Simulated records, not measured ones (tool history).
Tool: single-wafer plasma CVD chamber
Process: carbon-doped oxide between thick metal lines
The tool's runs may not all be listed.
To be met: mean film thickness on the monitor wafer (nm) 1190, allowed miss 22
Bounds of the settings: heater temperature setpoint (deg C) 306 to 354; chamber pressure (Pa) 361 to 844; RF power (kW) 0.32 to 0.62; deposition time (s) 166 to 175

| run | hour | heater temperature setpoint (deg C) | chamber pressure (Pa) | RF power (kW) | deposition time (s) | mean film thickness on the monitor wafer (nm) |
|---|---|---|---|---|---|---|
| 1 | 0 | 330 | 603 | 0.47 | 175 | 948.36 |
| 2 | 4.6 | 335 | 603 | 0.47 | 175 | 941.98 |
| 3 | 5.9 | 335 | 603 | 0.51 | 175 | 982.16 |
| 4 | 14.7 | 332 | 647 | 0.53 | 175 | 1025.1 |
| 5 | 16.7 | 330 | 680 | 0.545 | 175 | 1070.4 |
| 6 | 21.8 | 327 | 708 | 0.55 | 175 | 1096.4 |
| 7 | 23.5 | 324 | 728 | 0.555 | 175 | 1109.1 |
| 8 | 24.2 | 323 | 751 | 0.56 | 175 | 1128.2 |
| 9 | 26.4 | 322 | 767 | 0.565 | 175 | 1141.4 |
| 10 | 33 | 321 | 779 | 0.565 | 175 | 1147.3 |
| 11 | 37.9 | 320 | 789 | 0.565 | 175 | 1155.1 |
| 12 | 43.3 | 319 | 799 | 0.565 | 175 | 1165.4 |

Which of these 4 next moves meets every target?
| A | 48.7 | 317 | 791 | 0.56 | 169 | ? |
| B | 48.7 | 318 | 837 | 0.59 | 166 | ? |
| C | 48.7 | 325 | 795 | 0.555 | 175 | ? |
| D | 48.7 | 308 | 681 | 0.62 | 166 | ? |

| move | mean film thickness on the monitor wafer (nm) |
|---|---|
| A | 1125.5 |
| B | 1140.2 |
| C | 1123.2 |
| D | 1189.7 |
A: further off than the last run
B: further off than the last run
C: further off than the last run
D: meets every target
The right move is D.
